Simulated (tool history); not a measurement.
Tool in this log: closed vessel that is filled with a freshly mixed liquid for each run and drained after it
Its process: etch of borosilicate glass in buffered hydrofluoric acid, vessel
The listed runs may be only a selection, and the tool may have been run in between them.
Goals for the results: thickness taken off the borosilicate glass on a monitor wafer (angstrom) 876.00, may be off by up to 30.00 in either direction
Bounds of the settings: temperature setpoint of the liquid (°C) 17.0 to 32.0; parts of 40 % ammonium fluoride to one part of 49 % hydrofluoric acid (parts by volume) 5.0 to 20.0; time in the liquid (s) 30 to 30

| run | hour | temperature setpoint of the liquid (°C) | parts of 40 % ammonium fluoride to one part of 49 % hydrofluoric acid (parts by volume) | time in the liquid (s) | thickness taken off the borosilicate glass on a monitor wafer (angstrom) |
|---|---|---|---|---|---|
| 1 | 0.0 | 25.0 | 12.0 | 30 | 357.24 |
| 2 | 4.4 | 25.0 | 12.0 | 30 | 357.02 |
| 3 | 13.1 | 26.0 | 11.0 | 30 | 404.51 |
| 4 | 17.9 | 22.5 | 11.0 | 30 | 342.82 |
| 5 | 26.5 | 22.5 | 11.0 | 30 | 339.75 |
| 6 | 34.4 | 22.5 | 11.0 | 30 | 338.05 |
| 7 | 42.3 | 23.5 | 10.5 | 30 | 379.51 |
| 8 | 43.8 | 24.5 | 10.0 | 30 | 411.70 |
| 9 | 47.3 | 24.5 | 10.0 | 30 | 418.10 |
| 10 | 51.8 | 25.5 | 9.5 | 30 | 448.76 |
| 11 | 61.1 | 26.5 | 9.0 | 30 | 491.24 |
| 12 | 67.8 | 27.0 | 8.5 | 30 | 530.63 |
| 13 | 76.5 | 27.5 | 8.0 | 30 | 597.62 |
| 14 | 77.5 | 27.5 | 8.0 | 30 | 598.48 |
| 15 | 84.8 | 31.5 | 6.0 | 30 | 974.07 |
| 16 | 92.6 | 30.5 | 6.0 | 30 | 908.39 |

Which single option among these 5 for the next run brings every result within its allowed miss of target? Just one does.
| A | 100.4 | 29.5 | 6.5 | 30 | ? |
| B | 100.4 | 30.0 | 5.5 | 30 | ? |
| C | 100.4 | 31.0 | 6.0 | 30 | ? |
| D | 100.4 | 31.0 | 7.0 | 30 | ? |
| E | 100.4 | 29.5 | 6.0 | 30 | ? |

| move | thickness taken off the borosilicate glass on a monitor wafer (angstrom) |
|---|---|
| A | 813.72 |
| B | 968.10 |
| C | 943.72 |
| D | 822.63 |
| E | 874.01 |
A: the result that was furthest off in the last run now lies on the other side of its target
B: misses by more than the last run did
C: misses by more than the last run did
D: the result that was furthest off in the last run now lies on the other side of its target
E: all results in spec
E is the move that brings every result within its allowed miss.
